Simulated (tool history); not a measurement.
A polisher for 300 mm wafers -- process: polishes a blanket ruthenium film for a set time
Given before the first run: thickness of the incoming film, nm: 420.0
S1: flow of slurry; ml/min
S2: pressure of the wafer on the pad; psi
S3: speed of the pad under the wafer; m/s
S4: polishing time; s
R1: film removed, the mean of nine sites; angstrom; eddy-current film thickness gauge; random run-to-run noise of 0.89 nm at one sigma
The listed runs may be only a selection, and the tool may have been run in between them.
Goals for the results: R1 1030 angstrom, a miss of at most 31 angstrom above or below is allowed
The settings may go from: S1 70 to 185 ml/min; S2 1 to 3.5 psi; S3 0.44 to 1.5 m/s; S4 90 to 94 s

run 1 day=0 | S1=120 S2=2.2 S3=0.96 S4=90 | R1=844.65
run 2 day=0.204 | S1=125 S2=2.3 S3=0.96 S4=90 | R1=886.96
run 3 day=0.454 | S1=130 S2=2.4 S3=0.96 S4=90 | R1=962.13
run 4 day=0.654 | S1=130 S2=2.4 S3=0.8 S4=90 | R1=811.38
run 5 day=0.95 | S1=130 S2=2.4 S3=0.64 S4=90 | R1=700.08
run 6 day=1.179 | S1=130 S2=2.4 S3=0.74 S4=90 | R1=766.79
run 7 day=1.55 | S1=135 S2=2.5 S3=0.74 S4=90 | R1=806.24
run 8 day=1.838 | S1=140 S2=2.6 S3=0.74 S4=90 | R1=841.65
run 9 day=1.917 | S1=140 S2=2.7 S3=0.74 S4=90 | R1=866.06
run 10 day=2.133 | S1=145 S2=2.8 S3=0.74 S4=90 | R1=924.39
run 11 day=2.175 | S1=175 S2=2.9 S3=0.74 S4=90 | R1=981.76

5 candidate next runs follow, results not yet known. Just one meets every target within its allowed miss. Identify it.
run A day=2.217 | S1=180 S2=3.1 S3=0.64 S4=92 | R1=?
run B day=2.217 | S1=185 S2=3.1 S3=0.66 S4=91 | R1=?
run C day=2.217 | S1=185 S2=2.9 S3=0.74 S4=94 | R1=?
run D day=2.217 | S1=170 S2=3.4 S3=0.52 S4=94 | R1=?
run E day=2.217 | S1=180 S2=2.8 S3=0.7 S4=94 | R1=?

move=A R1=961.87
move=B R1=976.34
move=C R1=1027.9
move=D R1=923.53
move=E R1=949.71
A: its largest miss is bigger than the last run's
B: its largest miss is bigger than the last run's
C: every result within its allowed miss
D: its largest miss is bigger than the last run's
E: its largest miss is bigger than the last run's
The right move is C.
